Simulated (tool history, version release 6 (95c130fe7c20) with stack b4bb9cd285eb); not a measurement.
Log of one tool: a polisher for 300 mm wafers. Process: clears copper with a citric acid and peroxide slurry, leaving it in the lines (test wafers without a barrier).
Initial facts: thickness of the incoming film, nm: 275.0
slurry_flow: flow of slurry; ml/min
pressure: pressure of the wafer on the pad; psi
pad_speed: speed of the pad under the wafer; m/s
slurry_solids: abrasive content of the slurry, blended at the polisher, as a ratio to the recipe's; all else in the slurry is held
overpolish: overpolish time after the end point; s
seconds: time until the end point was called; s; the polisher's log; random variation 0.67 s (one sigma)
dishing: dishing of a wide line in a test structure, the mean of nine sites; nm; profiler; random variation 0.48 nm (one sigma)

run,hour,slurry_flow,pressure,pad_speed,slurry_solids,overpolish,seconds,dishing
1,0,290,3.7,0.88,1,19,105.37,37.083
2,5.4,290,4.2,0.94,1,15,89.942,34.622
3,8.2,290,3.6,0.94,1,15,104.37,31.311
4,9.5,290,3.6,0.94,1.15,15,98.397,31.506
5,11.4,290,3.6,0.76,1.15,15,121.54,26.547
6,13.4,290,3.6,0.58,1.15,15,153.13,21.325
7,18.4,370,4.6,0.82,1.4,6,86.594,15.595
8,25.5,360,5,0.9,1.35,6,72.602,18

Predict the results of run 9:
9,28.8,355,5.2,0.96,1.3,6,?,?

seconds: 67.382 s
dishing: 19.655 nm
